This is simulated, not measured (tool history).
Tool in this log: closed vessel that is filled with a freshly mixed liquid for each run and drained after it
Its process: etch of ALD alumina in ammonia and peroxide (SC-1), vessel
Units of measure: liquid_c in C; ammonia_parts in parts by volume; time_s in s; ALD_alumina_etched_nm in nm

{"run": 1, "hour": 0.0, "liquid_c": 54, "ammonia_parts": 0.4, "time_s": 890, "ALD_alumina_etched_nm": 59.717}
{"run": 2, "hour": 8.5, "liquid_c": 52, "ammonia_parts": 0.4, "time_s": 890, "ALD_alumina_etched_nm": 53.581}
{"run": 3, "hour": 16.6, "liquid_c": 50.5, "ammonia_parts": 0.4, "time_s": 890, "ALD_alumina_etched_nm": 49.893}
{"run": 4, "hour": 23.8, "liquid_c": 50.5, "ammonia_parts": 0.4, "time_s": 945, "ALD_alumina_etched_nm": 53.356}
{"run": 5, "hour": 25.2, "liquid_c": 50.5, "ammonia_parts": 0.5, "time_s": 945, "ALD_alumina_etched_nm": 54.084}
{"run": 6, "hour": 27.3, "liquid_c": 49, "ammonia_parts": 0.5, "time_s": 945, "ALD_alumina_etched_nm": 50.127}
{"run": 7, "hour": 33.4, "liquid_c": 48, "ammonia_parts": 0.5, "time_s": 945, "ALD_alumina_etched_nm": 47.585}

Run 8 has not been measured yet. What should we expect?
{"run": 8, "hour": 34.8, "liquid_c": 45.5, "ammonia_parts": 0.5, "time_s": 945, "ALD_alumina_etched_nm": "?"}

{"run 8": {"ALD_alumina_etched_nm": 40.693}}

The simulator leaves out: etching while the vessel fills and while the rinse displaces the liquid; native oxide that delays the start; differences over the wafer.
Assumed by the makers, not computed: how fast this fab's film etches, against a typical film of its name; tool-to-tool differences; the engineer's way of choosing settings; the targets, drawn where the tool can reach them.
